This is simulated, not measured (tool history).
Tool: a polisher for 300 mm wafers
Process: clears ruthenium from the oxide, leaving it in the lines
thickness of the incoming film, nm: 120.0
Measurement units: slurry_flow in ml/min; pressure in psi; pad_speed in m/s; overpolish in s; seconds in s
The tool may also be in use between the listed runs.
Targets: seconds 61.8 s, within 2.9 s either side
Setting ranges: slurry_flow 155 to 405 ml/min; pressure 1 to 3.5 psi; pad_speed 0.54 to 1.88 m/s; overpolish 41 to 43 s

run	hour	slurry_flow	pressure	pad_speed	overpolish	seconds
1	0	260	2.2	1.2	41	92.197
2	7.4	310	2.2	1.2	41	91.802
3	8.9	310	2.2	1.2	43	91.432
4	10.8	310	2.3	1.2	43	88.316
5	11.5	310	2.3	1.38	43	74.917
6	19	310	2.4	1.38	43	73.079
7	25.5	310	2.5	1.38	43	70.273
8	32.3	310	2.7	1.38	43	66.031

Next run, 4 choices. One meets every target within its allowed miss, the rest don't. Which?
A	39.1	260	2.5	1.4	43	?
B	39.1	330	2.7	1.36	41	?
C	39.1	210	2.8	1.48	41	?
D	39.1	335	3	1.42	42	?

move	seconds
A	70.195
B	65.78
C	60.651
D	56.843
A: lands further from the targets than the last run did
B: nearer the targets than the last run, but a result is still out of spec
C: every result within its allowed miss
D: carries the result that was furthest off beyond its target, to the other side
C meets every target.
